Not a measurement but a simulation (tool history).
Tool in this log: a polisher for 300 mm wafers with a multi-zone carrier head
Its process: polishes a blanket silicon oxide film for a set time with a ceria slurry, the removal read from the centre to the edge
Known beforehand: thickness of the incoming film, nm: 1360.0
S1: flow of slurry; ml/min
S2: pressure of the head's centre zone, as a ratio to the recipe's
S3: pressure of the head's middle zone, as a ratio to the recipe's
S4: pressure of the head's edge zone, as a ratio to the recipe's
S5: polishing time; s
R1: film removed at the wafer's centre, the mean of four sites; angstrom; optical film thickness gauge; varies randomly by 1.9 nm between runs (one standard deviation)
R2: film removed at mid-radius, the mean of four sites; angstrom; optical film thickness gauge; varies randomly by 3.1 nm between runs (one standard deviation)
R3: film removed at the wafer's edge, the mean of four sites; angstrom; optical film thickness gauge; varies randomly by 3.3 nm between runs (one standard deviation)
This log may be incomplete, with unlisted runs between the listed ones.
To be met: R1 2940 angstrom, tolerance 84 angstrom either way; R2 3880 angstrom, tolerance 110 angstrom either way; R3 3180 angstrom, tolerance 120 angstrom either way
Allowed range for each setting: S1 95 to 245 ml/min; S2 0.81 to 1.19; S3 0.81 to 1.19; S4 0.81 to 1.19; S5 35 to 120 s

| run | hour | S1 | S2 | S3 | S4 | S5 | R1 | R2 | R3 |
|---|---|---|---|---|---|---|---|---|---|
| 1 | 0 | 155 | 1 | 1 | 1 | 77 | 2491.9 | 2487 | 2681.1 |
| 2 | 2.9 | 155 | 1 | 1 | 1 | 95 | 3048.9 | 3097 | 3280.1 |
| 3 | 9.9 | 165 | 0.98 | 1.05 | 0.97 | 95 | 3046.4 | 3221.1 | 3221.4 |
| 4 | 17.7 | 165 | 0.93 | 1.05 | 0.97 | 95 | 2874.9 | 3216.4 | 3251.1 |
| 5 | 22.2 | 175 | 0.91 | 1.09 | 0.93 | 96 | 2862.8 | 3448.8 | 3252.9 |
| 6 | 23.7 | 185 | 0.91 | 1.11 | 0.91 | 96 | 2935.9 | 3430.1 | 3219.8 |
| 7 | 28.6 | 185 | 0.91 | 1.11 | 0.91 | 96 | 2920.9 | 3509.6 | 3280.6 |
| 8 | 36.6 | 185 | 0.91 | 1.13 | 0.88 | 97 | 2938.5 | 3561 | 3195 |
| 9 | 41.3 | 185 | 0.9 | 1.15 | 0.86 | 98 | 2929.9 | 3670.7 | 3231.1 |
| 10 | 47.5 | 185 | 0.9 | 1.16 | 0.85 | 98 | 2973.6 | 3647.4 | 3194.3 |
| 11 | 52.6 | 190 | 0.89 | 1.17 | 0.84 | 98 | 2928.9 | 3749.1 | 3130.7 |
|  | 61.2 | edge zone pressure recalibrated |
| 12 | 61.2 | 195 | 0.89 | 1.18 | 0.84 | 98 | 2938.3 | 3780.1 | 2988.2 |
| 13 | 69.2 | 190 | 0.89 | 1.18 | 0.84 | 99 | 2974.7 | 3806.8 | 3042 |
| 14 | 70.1 | 190 | 0.88 | 1.18 | 0.84 | 99 | 2911.1 | 3806.8 | 3062.3 |

Which of these 4 next moves meets every target?
| A | 71 | 210 | 0.89 | 1.19 | 0.81 | 97 | ? | ? | ? |
| B | 71 | 215 | 0.86 | 1.12 | 0.83 | 97 | ? | ? | ? |
| C | 71 | 160 | 0.9 | 1.15 | 0.82 | 99 | ? | ? | ? |
| D | 71 | 175 | 0.87 | 1.18 | 0.86 | 102 | ? | ? | ? |

| move | R1 | R2 | R3 |
|---|---|---|---|
| A | 2956.7 | 3836.4 | 2965.6 |
| B | 2864.5 | 3652.5 | 3007 |
| C | 2918.4 | 3654 | 2957.8 |
| D | 2952.5 | 3904 | 3143 |
A: further off than the last run
B: further off than the last run
C: further off than the last run
D: in spec on every target
The move that meets every target is D.
